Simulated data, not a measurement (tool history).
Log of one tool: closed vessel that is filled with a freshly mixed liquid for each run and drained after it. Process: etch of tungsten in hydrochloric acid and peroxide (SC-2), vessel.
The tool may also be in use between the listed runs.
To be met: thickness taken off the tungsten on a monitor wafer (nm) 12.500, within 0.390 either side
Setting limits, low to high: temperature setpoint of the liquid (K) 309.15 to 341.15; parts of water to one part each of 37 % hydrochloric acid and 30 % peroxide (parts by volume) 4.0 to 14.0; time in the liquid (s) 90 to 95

run	day	temperature setpoint of the liquid (K)	parts of water to one part each of 37 % hydrochloric acid and 30 % peroxide (parts by volume)	time in the liquid (s)	thickness taken off the tungsten on a monitor wafer (nm)
1	0.000	325.15	7.5	90	17.481
2	0.346	323.65	7.5	90	16.223
3	0.521	323.65	7.5	90	16.159
4	0.575	323.65	7.5	95	17.032
5	0.767	322.15	7.5	95	15.340
6	0.796	321.15	7.5	95	14.517
7	1.133	320.65	7.5	95	13.918
8	1.329	320.15	7.5	95	13.340
9	1.633	319.65	7.5	95	13.063

Pick the move, out of 4, that brings all results within their allowed miss; only one does.
A	1.938	319.65	7.5	90	?
B	1.938	316.15	5.0	95	?
C	1.938	315.65	4.5	90	?
D	1.938	321.65	7.5	90	?

move	thickness taken off the tungsten on a monitor wafer (nm)
A	12.219
B	13.753
C	13.551
D	13.991
A: each result inside its tolerance
B: lands further from the targets than the last run did
C: lands further from the targets than the last run did
D: lands further from the targets than the last run did
Go with A: it meets all targets.
